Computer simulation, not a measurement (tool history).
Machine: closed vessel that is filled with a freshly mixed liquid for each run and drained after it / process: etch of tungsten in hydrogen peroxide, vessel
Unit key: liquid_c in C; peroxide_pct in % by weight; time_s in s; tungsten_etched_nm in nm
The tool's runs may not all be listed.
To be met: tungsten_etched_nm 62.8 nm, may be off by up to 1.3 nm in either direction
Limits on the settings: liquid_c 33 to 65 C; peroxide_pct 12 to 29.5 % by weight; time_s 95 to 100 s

run,hour,liquid_c,peroxide_pct,time_s,tungsten_etched_nm
1,0,49,20,95,153.29
2,8.6,44.5,20,95,115.92
3,11,44.5,23,95,125.78
4,19.4,41,23,95,99.123
5,24.9,46.5,23,95,142.55
6,31.1,42.5,23,95,109.14
7,39.2,40,23,95,93.455
8,46.7,38,23,95,81.91
9,55.5,36.5,23,95,73.75
10,62.4,35.5,23,95,69.377
11,64.4,35,23,95,66.781
12,67.8,34.5,23,95,64.621

Exactly one of the 5 candidate moves below puts every result within its allowed miss. Which one?
A,71.2,33.5,22,100,?
B,71.2,34.5,19.5,95,?
C,71.2,33.5,22.5,95,?
D,71.2,34,25,95,?
E,71.2,33,23.5,95,?

move,tungsten_etched_nm
A,62.554
B,59.864
C,60.098
D,65.532
E,59.366
A: all results in spec
B: carries the result that was furthest off beyond its target, to the other side
C: carries the result that was furthest off beyond its target, to the other side
D: further off than the last run
E: carries the result that was furthest off beyond its target, to the other side
Answer: A
